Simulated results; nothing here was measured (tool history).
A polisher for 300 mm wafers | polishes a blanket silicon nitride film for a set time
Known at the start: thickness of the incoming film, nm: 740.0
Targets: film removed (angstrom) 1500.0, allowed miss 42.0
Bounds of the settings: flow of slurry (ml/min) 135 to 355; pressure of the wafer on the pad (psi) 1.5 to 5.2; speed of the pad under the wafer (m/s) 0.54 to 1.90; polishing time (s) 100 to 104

run    day  flow of slurry (ml/min)  pressure of the wafer on the pad (psi)  speed of the pad under the wafer (m/s)  polishing time (s)  film removed (angstrom)
  1  0.000                      225                                     3.3                                    1.22                 100                   1991.1
  2  0.250                      225                                     2.7                                    1.22                 100                   1693.0
  3  0.525                      220                                     2.6                                    1.22                 100                   1653.8
  4  0.842                      220                                     3.2                                    1.22                 100                   1943.0
  5  1.138                      220                                     3.2                                    1.22                 104                   2014.7
  6  1.388                      215                                     2.9                                    1.22                 104                   1866.2
  7  1.567                      210                                     2.7                                    1.22                 104                   1756.5
  8  1.671                      210                                     2.7                                    1.22                 104                   1762.9

4 next moves are on the table. One of them brings every result within its allowed miss. Which?
  A  1.775                      200                                     2.5                                    1.12                 100                        ?
  B  1.775                      200                                     2.9                                    1.06                 100                        ?
  C  1.775                      250                                     2.8                                    1.06                 102                        ?
  D  1.775                      220                                     2.6                                    1.14                 102                        ?

move  film removed (angstrom)
   A                   1485.2
   B                   1587.0
   C                   1616.9
   D                   1596.4
A: meets every target
B: nearer than the last run, and not there yet
C: nearer than the last run, and not there yet
D: nearer than the last run, and not there yet
Move A is the one to make.
